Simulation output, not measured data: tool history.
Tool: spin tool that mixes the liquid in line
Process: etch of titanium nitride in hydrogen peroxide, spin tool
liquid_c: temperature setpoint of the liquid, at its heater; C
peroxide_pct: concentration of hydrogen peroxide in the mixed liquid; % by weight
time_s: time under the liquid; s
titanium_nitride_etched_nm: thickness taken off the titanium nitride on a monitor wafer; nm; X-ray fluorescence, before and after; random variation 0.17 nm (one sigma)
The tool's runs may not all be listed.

| run | hour | liquid_c | peroxide_pct | time_s | titanium_nitride_etched_nm |
|---|---|---|---|---|---|
| 1 | 0 | 55 | 21 | 270 | 12.798 |
| 2 | 5.1 | 55 | 23.5 | 270 | 13.064 |
| 3 | 7.6 | 56.5 | 23.5 | 270 | 14.57 |
| 4 | 11.2 | 50.5 | 23.5 | 270 | 9.4932 |
| 5 | 12.6 | 53 | 23.5 | 270 | 11.374 |
| 6 | 16.3 | 55 | 23.5 | 270 | 13.278 |

Run 7 comes next. What will it give?
| 7 | 17.7 | 56.5 | 23.5 | 270 | ? |

{"run 7": {"titanium_nitride_etched_nm": 14.584}}

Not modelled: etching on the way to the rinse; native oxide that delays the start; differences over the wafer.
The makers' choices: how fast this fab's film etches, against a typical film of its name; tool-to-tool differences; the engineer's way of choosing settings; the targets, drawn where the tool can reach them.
